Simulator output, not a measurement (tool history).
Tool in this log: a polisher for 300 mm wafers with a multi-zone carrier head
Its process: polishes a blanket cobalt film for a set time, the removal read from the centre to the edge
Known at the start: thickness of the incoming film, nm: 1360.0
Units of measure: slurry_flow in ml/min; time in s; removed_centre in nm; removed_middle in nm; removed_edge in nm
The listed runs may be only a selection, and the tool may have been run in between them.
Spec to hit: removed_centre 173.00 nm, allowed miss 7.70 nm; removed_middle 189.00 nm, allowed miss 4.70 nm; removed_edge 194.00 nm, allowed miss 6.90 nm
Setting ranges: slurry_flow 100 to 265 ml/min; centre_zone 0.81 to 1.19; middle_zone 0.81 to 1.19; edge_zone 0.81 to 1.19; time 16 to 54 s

run	hour	slurry_flow	centre_zone	middle_zone	edge_zone	time	removed_centre	removed_middle	removed_edge
1	0.0	170	1.00	1.00	1.00	35	155.58	158.10	158.39
2	6.8	170	1.00	1.00	1.04	35	154.37	158.22	162.83
3	10.7	185	1.00	1.00	1.04	35	154.89	161.74	166.21
4	14.1	185	1.03	1.00	1.04	35	164.86	161.24	164.27
5	20.5	200	1.03	1.01	1.07	35	161.83	164.49	167.62
6	28.8	200	1.03	0.95	1.07	35	162.47	156.45	165.75
7	36.6	205	1.03	0.98	1.09	36	169.86	163.57	174.10
8	38.0	210	1.02	1.01	1.10	36	168.13	168.66	175.86
9	40.3	215	1.01	1.03	1.12	36	168.05	172.95	175.07
10	49.1	215	1.00	1.03	1.13	37	172.60	176.63	186.42
11	52.2	220	0.99	1.04	1.13	37	169.34	179.91	185.05

Pick the move, out of 5, that brings all results within their allowed miss; only one does.
A	55.3	250	0.97	0.97	1.19	38	?	?	?
B	55.3	235	0.95	0.86	1.19	40	?	?	?
C	55.3	220	0.96	0.91	1.19	39	?	?	?
D	55.3	260	0.93	0.99	1.06	40	?	?	?
E	55.3	160	1.03	0.97	1.19	38	?	?	?

move	removed_centre	removed_middle	removed_edge
A	175.00	177.07	198.48
B	178.81	167.45	208.10
C	174.68	169.69	201.54
D	177.43	190.53	197.53
E	173.68	166.53	189.69
A: its largest miss is bigger than the last run's
B: its largest miss is bigger than the last run's
C: its largest miss is bigger than the last run's
D: all results land within tolerance of their targets
E: its largest miss is bigger than the last run's
D is the move that brings every result within its allowed miss.
